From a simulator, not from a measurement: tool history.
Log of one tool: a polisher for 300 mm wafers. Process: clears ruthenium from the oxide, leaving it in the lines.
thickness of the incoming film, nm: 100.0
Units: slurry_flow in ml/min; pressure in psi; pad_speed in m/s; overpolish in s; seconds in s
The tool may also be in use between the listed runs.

run	hour	slurry_flow	pressure	pad_speed	overpolish	seconds
1	0.0	125	1.5	0.80	53	194.32
2	3.5	125	1.5	0.96	53	168.69
3	12.4	125	1.5	1.06	53	159.40
4	15.4	105	1.5	1.06	53	172.56
5	19.2	105	1.8	1.06	53	146.19
6	26.4	125	1.8	1.06	53	137.22
7	27.1	120	1.6	1.02	53	157.35
8	31.7	115	1.5	1.00	53	171.41
9	39.3	110	1.4	0.98	53	189.52
10	41.5	105	1.3	0.98	53	198.28
11	47.1	100	1.2	0.96	53	219.40
12	52.2	95	1.1	0.96	53	236.00

Forecast run 13:
13	53.1	95	1.0	0.96	53	?

seconds: 255.61 s
